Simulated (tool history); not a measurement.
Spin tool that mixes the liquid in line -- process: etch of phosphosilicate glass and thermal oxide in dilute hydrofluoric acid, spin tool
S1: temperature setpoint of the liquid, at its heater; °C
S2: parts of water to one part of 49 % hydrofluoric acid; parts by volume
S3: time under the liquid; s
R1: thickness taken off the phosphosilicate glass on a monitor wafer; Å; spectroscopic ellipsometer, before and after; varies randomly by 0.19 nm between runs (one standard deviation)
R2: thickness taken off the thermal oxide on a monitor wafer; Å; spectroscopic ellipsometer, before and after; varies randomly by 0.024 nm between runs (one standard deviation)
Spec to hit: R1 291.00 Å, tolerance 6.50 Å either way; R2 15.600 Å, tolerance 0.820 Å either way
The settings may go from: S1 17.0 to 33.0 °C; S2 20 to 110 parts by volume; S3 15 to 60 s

run 1 hour=0.0 | S1=25.0 S2=60 S3=30 | R1=468.12 R2=25.592
run 2 hour=1.0 | S1=25.0 S2=40 S3=30 | R1=730.32 R2=39.198
run 3 hour=6.1 | S1=24.0 S2=45 S3=30 | R1=616.97 R2=33.278
run 4 hour=11.6 | S1=23.0 S2=45 S3=30 | R1=591.85 R2=31.798
run 5 hour=16.0 | S1=22.5 S2=50 S3=30 | R1=523.30 R2=27.387
run 6 hour=16.6 | S1=24.5 S2=50 S3=30 | R1=567.11 R2=30.484
run 7 hour=23.1 | S1=23.5 S2=50 S3=30 | R1=537.05 R2=29.018
run 8 hour=23.6 | S1=22.5 S2=50 S3=30 | R1=518.41 R2=27.829
run 9 hour=26.5 | S1=18.5 S2=75 S3=30 | R1=280.59 R2=14.909

Exercise: of the 4 proposed moves below, exactly one satisfies all targets within the stated allowed misses. Which move is it?
run A hour=29.4 | S1=17.0 S2=50 S3=20 | R1=? R2=?
run B hour=29.4 | S1=17.0 S2=85 S3=35 | R1=? R2=?
run C hour=29.4 | S1=18.0 S2=60 S3=25 | R1=? R2=?
run D hour=29.4 | S1=21.5 S2=85 S3=30 | R1=? R2=?

move=A R1=272.42 R2=14.373
move=B R1=269.93 R2=14.241
move=C R1=292.99 R2=15.458
move=D R1=279.19 R2=14.730
A: its largest miss is bigger than the last run's
B: its largest miss is bigger than the last run's
C: each result inside its tolerance
D: its largest miss is bigger than the last run's
C is the move that brings every result within its allowed miss.

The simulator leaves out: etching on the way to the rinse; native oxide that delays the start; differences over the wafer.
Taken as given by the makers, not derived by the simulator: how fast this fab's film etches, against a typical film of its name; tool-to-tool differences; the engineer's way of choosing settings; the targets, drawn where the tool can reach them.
